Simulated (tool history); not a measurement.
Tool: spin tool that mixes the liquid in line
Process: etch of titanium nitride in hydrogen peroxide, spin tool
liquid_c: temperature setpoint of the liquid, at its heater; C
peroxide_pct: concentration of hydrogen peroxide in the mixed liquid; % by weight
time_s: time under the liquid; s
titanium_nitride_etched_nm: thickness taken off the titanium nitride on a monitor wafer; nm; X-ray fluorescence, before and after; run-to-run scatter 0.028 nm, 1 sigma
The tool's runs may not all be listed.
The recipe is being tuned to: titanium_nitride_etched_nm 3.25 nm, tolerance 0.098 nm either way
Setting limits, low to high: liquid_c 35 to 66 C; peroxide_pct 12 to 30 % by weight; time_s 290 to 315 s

{"run": 1, "hour": 0.0, "liquid_c": 51, "peroxide_pct": 21, "time_s": 290, "titanium_nitride_etched_nm": 8.5286}
{"run": 2, "hour": 7.5, "liquid_c": 54, "peroxide_pct": 21, "time_s": 290, "titanium_nitride_etched_nm": 10.324}
{"run": 3, "hour": 13.2, "liquid_c": 50, "peroxide_pct": 21, "time_s": 290, "titanium_nitride_etched_nm": 7.955}
{"run": 4, "hour": 15.7, "liquid_c": 47, "peroxide_pct": 21, "time_s": 290, "titanium_nitride_etched_nm": 6.3621}
{"run": 5, "hour": 20.3, "liquid_c": 47, "peroxide_pct": 21, "time_s": 290, "titanium_nitride_etched_nm": 6.4318}
{"run": 6, "hour": 24.8, "liquid_c": 44.5, "peroxide_pct": 21, "time_s": 290, "titanium_nitride_etched_nm": 5.2679}
{"run": 7, "hour": 27.6, "liquid_c": 37, "peroxide_pct": 20.5, "time_s": 290, "titanium_nitride_etched_nm": 2.965}
{"run": 8, "hour": 31.4, "liquid_c": 37.5, "peroxide_pct": 20.5, "time_s": 290, "titanium_nitride_etched_nm": 3.0608}

Exercise: of the 4 proposed moves below, exactly one satisfies all targets within the stated allowed misses. Which move is it?
{"run": "A", "hour": 35.2, "liquid_c": 38, "peroxide_pct": 22, "time_s": 290, "titanium_nitride_etched_nm": "?"}
{"run": "B", "hour": 35.2, "liquid_c": 37, "peroxide_pct": 17, "time_s": 290, "titanium_nitride_etched_nm": "?"}
{"run": "C", "hour": 35.2, "liquid_c": 36, "peroxide_pct": 25.5, "time_s": 300, "titanium_nitride_etched_nm": "?"}
{"run": "D", "hour": 35.2, "liquid_c": 36, "peroxide_pct": 20, "time_s": 305, "titanium_nitride_etched_nm": "?"}

move=A titanium_nitride_etched_nm=3.2014
move=B titanium_nitride_etched_nm=2.8019
move=C titanium_nitride_etched_nm=2.9233
move=D titanium_nitride_etched_nm=2.8199
A: in spec on every target
B: misses by more than the last run did
C: misses by more than the last run did
D: misses by more than the last run did
Correct choice: A, which meets every target
